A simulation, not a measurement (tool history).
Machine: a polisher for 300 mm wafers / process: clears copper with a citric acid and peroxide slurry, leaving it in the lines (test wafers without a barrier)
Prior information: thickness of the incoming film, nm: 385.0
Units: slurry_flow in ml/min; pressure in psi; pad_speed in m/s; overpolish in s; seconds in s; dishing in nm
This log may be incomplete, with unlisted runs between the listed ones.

run  hour  slurry_flow  pressure  pad_speed  slurry_solids  overpolish  seconds  dishing
  1   0.0          205       3.4       1.38           1.00          19   91.786   48.629
  2   0.6          205       3.4       1.38           1.15          19   93.219   49.418
  3   8.4          205       3.4       1.38           1.15          20   89.146   52.309
  4  16.4          205       2.9       1.38           1.15          20  105.320   45.463
  5  19.6          205       3.0       1.38           1.15          21  101.140   48.255
  6  21.8          205       3.0       1.38           1.30          21   99.500   49.975
  7  28.0          205       3.1       1.38           1.30          22   97.783   53.049

For run 8, what comes out?
  8  35.2          205       3.2       1.38           1.30          23        ?        ?

For run 8 the tool returned seconds 90.220 s, dishing 55.156 nm.
